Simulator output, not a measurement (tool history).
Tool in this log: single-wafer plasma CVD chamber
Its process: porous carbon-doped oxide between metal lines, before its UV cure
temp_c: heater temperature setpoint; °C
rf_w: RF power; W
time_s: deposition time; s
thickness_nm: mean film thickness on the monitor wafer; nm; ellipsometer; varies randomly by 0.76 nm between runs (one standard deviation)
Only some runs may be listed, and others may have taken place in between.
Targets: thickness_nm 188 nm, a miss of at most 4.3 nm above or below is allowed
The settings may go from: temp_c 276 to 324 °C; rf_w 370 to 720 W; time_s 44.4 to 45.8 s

run  hour  temp_c  rf_w  time_s  thickness_nm
  1     0     300   545    44.4        249.14
  2   4.1     304   515    44.4        229.25
  3   6.6     300   515    44.4        234.43
  4  14.7     304   500    44.4        223.42
  5  23.5     304   500    44.4        224.93
  6  30.5     310   500    44.4        216.28
  7  34.3     312   490    44.4         210.3
  8  39.1     324   440    44.4        174.39
  9  42.6     322   440    44.4        175.99
 10  47.5     312   460    44.5        195.08
 11    54     313   460    44.5         196.2
 12  60.6     314   460    44.5        193.83
 13  67.9     315   460    44.5        193.12

Next run, 4 choices. One meets every target within its allowed miss, the rest don't. Which?
  A  75.2     316   425    44.4             ?
  B  75.2     320   460    44.4             ?
  C  75.2     316   470    45.8             ?
  D  75.2     314   470    44.4             ?

move  thickness_nm
   A        172.55
   B        187.69
   C        202.37
   D        198.13
A: takes the result that was furthest off past its target
B: each result inside its tolerance
C: further off than the last run
D: further off than the last run
Go with B: it meets all targets.
